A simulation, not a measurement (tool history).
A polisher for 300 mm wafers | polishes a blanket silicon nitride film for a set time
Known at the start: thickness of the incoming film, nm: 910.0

run	hour	flow of slurry (ml/min)	pressure of the wafer on the pad (psi)	speed of the pad under the wafer (m/s)	polishing time (s)	film removed (nm)
1	0.0	275	4.6	0.84	101	230.26
2	3.1	275	4.6	0.92	101	249.86
3	9.0	275	4.4	0.92	101	241.29
4	10.3	275	4.2	0.92	101	235.01
5	16.2	275	4.2	0.92	101	230.36
6	25.2	275	5.2	0.92	101	280.10
7	29.0	275	4.9	0.92	101	266.12
8	29.6	275	4.6	0.92	101	254.23
9	34.9	275	3.3	0.88	101	180.54
10	40.9	275	3.3	0.88	101	181.11

The next listed run, before its measurement:
11	48.1	275	3.2	0.88	101	?

{"run 11": {"film removed (nm)": 181.17}}
